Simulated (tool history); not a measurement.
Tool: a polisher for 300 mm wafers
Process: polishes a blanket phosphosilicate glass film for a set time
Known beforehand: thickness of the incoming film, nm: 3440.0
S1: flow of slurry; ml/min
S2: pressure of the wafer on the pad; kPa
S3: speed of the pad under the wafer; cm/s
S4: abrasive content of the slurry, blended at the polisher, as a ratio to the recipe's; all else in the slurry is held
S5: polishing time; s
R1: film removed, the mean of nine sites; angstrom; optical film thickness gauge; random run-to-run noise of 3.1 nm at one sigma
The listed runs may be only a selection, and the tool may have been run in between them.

run 1 hour=0 | S1=215 S2=15.2 S3=106 S4=1 S5=41 | R1=3158.7
run 2 hour=6.2 | S1=220 S2=16.5 S3=106 S4=1 S5=41 | R1=3405.5
run 3 hour=11 | S1=220 S2=13.1 S3=106 S4=1 S5=41 | R1=2870.1
run 4 hour=14.2 | S1=220 S2=13.1 S3=130 S4=1 S5=41 | R1=3339.9
-- hour=19.6 head pressure recalibrated
run 5 hour=19.6 | S1=220 S2=13.1 S3=110 S4=1 S5=41 | R1=2870.8
run 6 hour=26.3 | S1=220 S2=13.1 S3=110 S4=1 S5=41 | R1=2840.8
run 7 hour=34.9 | S1=225 S2=14.5 S3=110 S4=1 S5=41 | R1=3026

What does the tool deliver on the next run?
run 8 hour=39.5 | S1=205 S2=15.2 S3=110 S4=1 S5=41 | R1=?

Logged for run 8: R1 3159.5 angstrom.

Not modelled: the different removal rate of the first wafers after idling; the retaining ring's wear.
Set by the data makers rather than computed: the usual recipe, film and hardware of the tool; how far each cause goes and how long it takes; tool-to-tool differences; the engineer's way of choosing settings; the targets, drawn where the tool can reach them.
